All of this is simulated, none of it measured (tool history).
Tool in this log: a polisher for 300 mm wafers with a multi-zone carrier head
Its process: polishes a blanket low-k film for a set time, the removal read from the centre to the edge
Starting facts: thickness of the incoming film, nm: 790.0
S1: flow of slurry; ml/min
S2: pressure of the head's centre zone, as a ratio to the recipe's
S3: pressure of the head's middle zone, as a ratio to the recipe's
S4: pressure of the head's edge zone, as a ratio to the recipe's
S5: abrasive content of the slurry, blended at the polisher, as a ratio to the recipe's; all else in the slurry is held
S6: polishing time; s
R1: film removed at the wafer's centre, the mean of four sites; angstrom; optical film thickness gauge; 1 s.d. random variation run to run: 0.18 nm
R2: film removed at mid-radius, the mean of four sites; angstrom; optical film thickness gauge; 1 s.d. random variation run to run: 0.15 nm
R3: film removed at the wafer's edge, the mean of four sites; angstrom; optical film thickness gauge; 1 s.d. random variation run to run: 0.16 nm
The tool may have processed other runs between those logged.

| run | hour | S1 | S2 | S3 | S4 | S5 | S6 | R1 | R2 | R3 |
|---|---|---|---|---|---|---|---|---|---|---|
| 1 | 0 | 225 | 1 | 1 | 1 | 1 | 65 | 166.61 | 162.03 | 169.36 |
| 2 | 5.6 | 220 | 0.99 | 0.99 | 0.98 | 1 | 65 | 167.41 | 166.14 | 163.78 |
| 3 | 8.6 | 220 | 0.98 | 0.98 | 0.98 | 0.95 | 65 | 161.23 | 157.78 | 161.32 |
| 4 | 16.5 | 215 | 0.97 | 0.97 | 0.98 | 0.95 | 65 | 161.01 | 154.96 | 160.63 |
| 5 | 17.5 | 215 | 0.96 | 0.97 | 0.98 | 0.95 | 65 | 161.35 | 154.32 | 160.57 |
| 6 | 23.4 | 215 | 0.95 | 0.97 | 0.98 | 0.95 | 65 | 154.25 | 153.77 | 161.59 |
| 7 | 29.8 | 210 | 0.94 | 0.97 | 0.97 | 0.95 | 65 | 151.9 | 158.8 | 158.19 |

Predict the results of run 8:
| 8 | 32.9 | 195 | 0.93 | 0.88 | 0.94 | 0.85 | 65 | ? | ? | ? |

R1: 139.2 angstrom
R2: 133.85 angstrom
R3: 147.82 angstrom
